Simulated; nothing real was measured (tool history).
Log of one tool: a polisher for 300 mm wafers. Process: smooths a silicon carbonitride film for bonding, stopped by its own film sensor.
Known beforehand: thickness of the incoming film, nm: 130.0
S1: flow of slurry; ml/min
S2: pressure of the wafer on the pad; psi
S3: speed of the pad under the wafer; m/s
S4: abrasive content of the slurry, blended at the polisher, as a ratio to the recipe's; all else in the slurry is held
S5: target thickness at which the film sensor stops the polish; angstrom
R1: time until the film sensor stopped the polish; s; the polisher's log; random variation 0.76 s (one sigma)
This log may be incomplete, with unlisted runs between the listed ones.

Run 1, hour 0.0: S1 145 ml/min, S2 2.5 psi, S3 0.82 m/s, S4 1.00, S5 1030 angstrom. Result: R1 90.706 s.
Run 2, hour 8.1: S1 145 ml/min, S2 2.5 psi, S3 0.82 m/s, S4 1.00, S5 1030 angstrom. Result: R1 91.713 s.
Run 3, hour 13.7: S1 145 ml/min, S2 2.5 psi, S3 0.74 m/s, S4 1.00, S5 1030 angstrom. Result: R1 95.978 s.
Run 4, hour 21.0: S1 145 ml/min, S2 2.5 psi, S3 0.74 m/s, S4 1.00, S5 1030 angstrom. Result: R1 97.151 s.
Run 5, hour 22.2: S1 145 ml/min, S2 2.5 psi, S3 0.74 m/s, S4 1.00, S5 1030 angstrom. Result: R1 97.221 s.
Run 6, hour 30.1: S1 145 ml/min, S2 2.5 psi, S3 0.56 m/s, S4 1.00, S5 1030 angstrom. Result: R1 107.970 s.
Run 7, hour 35.2: S1 155 ml/min, S2 3.2 psi, S3 0.78 m/s, S4 1.15, S5 1030 angstrom. Result: R1 68.089 s.

Predict the results of run 8:
Run 8, hour 37.1: S1 155 ml/min, S2 3.3 psi, S3 0.80 m/s, S4 1.15, S5 1030 angstrom. Result: R1 ?.

Run 8 yielded R1 67.193 s.

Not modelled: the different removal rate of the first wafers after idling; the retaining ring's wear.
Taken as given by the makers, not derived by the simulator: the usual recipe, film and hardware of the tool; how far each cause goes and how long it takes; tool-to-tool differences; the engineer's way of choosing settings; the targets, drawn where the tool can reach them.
